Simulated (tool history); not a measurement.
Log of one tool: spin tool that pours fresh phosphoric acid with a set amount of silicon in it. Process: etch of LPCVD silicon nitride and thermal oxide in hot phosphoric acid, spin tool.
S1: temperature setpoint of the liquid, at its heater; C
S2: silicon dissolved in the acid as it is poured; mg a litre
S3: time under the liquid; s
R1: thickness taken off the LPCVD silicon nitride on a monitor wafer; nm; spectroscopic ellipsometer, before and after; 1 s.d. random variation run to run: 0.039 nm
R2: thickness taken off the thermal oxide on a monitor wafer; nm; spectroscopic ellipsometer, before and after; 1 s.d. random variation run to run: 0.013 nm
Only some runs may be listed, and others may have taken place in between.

run,day,S1,S2,S3,R1,R2
1,0.000,161.0,12.5,100,9.9753,0.18471
2,0.300,160.5,12.0,90,8.7087,0.21502
3,0.325,160.5,14.5,90,8.6257,0.17071
4,0.438,159.0,14.5,90,8.3188,0.22274
5,0.575,159.0,17.0,80,7.4567,0.15896
6,0.704,158.0,17.0,80,7.1240,0.17146
7,0.825,158.0,19.0,75,6.6998,0.13572

Estimate the outcome of run 8 from the log above:
8,1.183,158.0,20.0,70,?,?

Run 8 yielded R1 6.2938 nm, R2 0.10005 nm.
